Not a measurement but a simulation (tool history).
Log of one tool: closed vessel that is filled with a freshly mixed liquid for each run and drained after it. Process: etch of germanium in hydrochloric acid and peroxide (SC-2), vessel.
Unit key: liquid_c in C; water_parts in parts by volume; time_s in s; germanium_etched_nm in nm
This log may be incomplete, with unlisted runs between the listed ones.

{"run": 1, "hour": 0.0, "liquid_c": 46, "water_parts": 5.5, "time_s": 30, "germanium_etched_nm": 53.311}
{"run": 2, "hour": 1.2, "liquid_c": 47, "water_parts": 5.5, "time_s": 30, "germanium_etched_nm": 55.287}
{"run": 3, "hour": 8.2, "liquid_c": 53.5, "water_parts": 5.5, "time_s": 30, "germanium_etched_nm": 68.346}
{"run": 4, "hour": 14.0, "liquid_c": 54, "water_parts": 5.5, "time_s": 30, "germanium_etched_nm": 69.166}
{"run": 5, "hour": 19.4, "liquid_c": 47.5, "water_parts": 5.5, "time_s": 30, "germanium_etched_nm": 56.196}
{"run": 6, "hour": 21.7, "liquid_c": 44.5, "water_parts": 5.5, "time_s": 30, "germanium_etched_nm": 50.555}
{"run": 7, "hour": 22.6, "liquid_c": 45.5, "water_parts": 5.5, "time_s": 30, "germanium_etched_nm": 52.287}
{"run": 8, "hour": 26.2, "liquid_c": 46.5, "water_parts": 5.5, "time_s": 30, "germanium_etched_nm": 54.442}
{"run": 9, "hour": 32.5, "liquid_c": 47.5, "water_parts": 5.5, "time_s": 30, "germanium_etched_nm": 55.601}

Run 10, settings as shown, results not yet in. Your forecast:
{"run": 10, "hour": 37.2, "liquid_c": 47.5, "water_parts": 5.5, "time_s": 30, "germanium_etched_nm": "?"}

Run 10 yielded germanium_etched_nm 56.323 nm.

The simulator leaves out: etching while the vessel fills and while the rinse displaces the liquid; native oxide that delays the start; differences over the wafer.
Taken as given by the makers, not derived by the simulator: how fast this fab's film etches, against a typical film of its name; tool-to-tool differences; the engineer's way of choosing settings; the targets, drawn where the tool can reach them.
